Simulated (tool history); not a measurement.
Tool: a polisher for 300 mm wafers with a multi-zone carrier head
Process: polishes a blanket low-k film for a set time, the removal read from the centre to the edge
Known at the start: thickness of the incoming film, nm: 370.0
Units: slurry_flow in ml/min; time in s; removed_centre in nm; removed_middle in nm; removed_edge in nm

{"run": 1, "hour": 0.0, "slurry_flow": 260, "centre_zone": 1, "middle_zone": 1, "edge_zone": 1, "slurry_solids": 1, "time": 80, "removed_centre": 27.152, "removed_middle": 27.762, "removed_edge": 28.209}
{"run": 2, "hour": 6.4, "slurry_flow": 245, "centre_zone": 0.94, "middle_zone": 0.97, "edge_zone": 0.96, "slurry_solids": 0.85, "time": 80, "removed_centre": 23.719, "removed_middle": 25.12, "removed_edge": 25.608}
{"run": 3, "hour": 14.2, "slurry_flow": 245, "centre_zone": 0.94, "middle_zone": 0.9, "edge_zone": 0.96, "slurry_solids": 0.85, "time": 80, "removed_centre": 23.787, "removed_middle": 23.708, "removed_edge": 25.114}
{"run": 4, "hour": 18.2, "slurry_flow": 230, "centre_zone": 0.9, "middle_zone": 0.9, "edge_zone": 0.94, "slurry_solids": 0.75, "time": 80, "removed_centre": 21.317, "removed_middle": 22.159, "removed_edge": 24.202}
{"run": 5, "hour": 26.7, "slurry_flow": 240, "centre_zone": 0.88, "middle_zone": 0.91, "edge_zone": 0.9, "slurry_solids": 0.7, "time": 79, "removed_centre": 20.304, "removed_middle": 21.578, "removed_edge": 22.595}
{"run": 6, "hour": 27.6, "slurry_flow": 230, "centre_zone": 0.86, "middle_zone": 0.91, "edge_zone": 0.88, "slurry_solids": 0.7, "time": 79, "removed_centre": 19.364, "removed_middle": 21.41, "removed_edge": 22.198}

The next listed run, before its measurement:
{"run": 7, "hour": 32.5, "slurry_flow": 215, "centre_zone": 0.85, "middle_zone": 0.9, "edge_zone": 0.87, "slurry_solids": 0.7, "time": 79, "removed_centre": "?", "removed_middle": "?", "removed_edge": "?"}

Run 7 gave removed_centre 18.876 nm, removed_middle 21.031 nm, removed_edge 21.783 nm.

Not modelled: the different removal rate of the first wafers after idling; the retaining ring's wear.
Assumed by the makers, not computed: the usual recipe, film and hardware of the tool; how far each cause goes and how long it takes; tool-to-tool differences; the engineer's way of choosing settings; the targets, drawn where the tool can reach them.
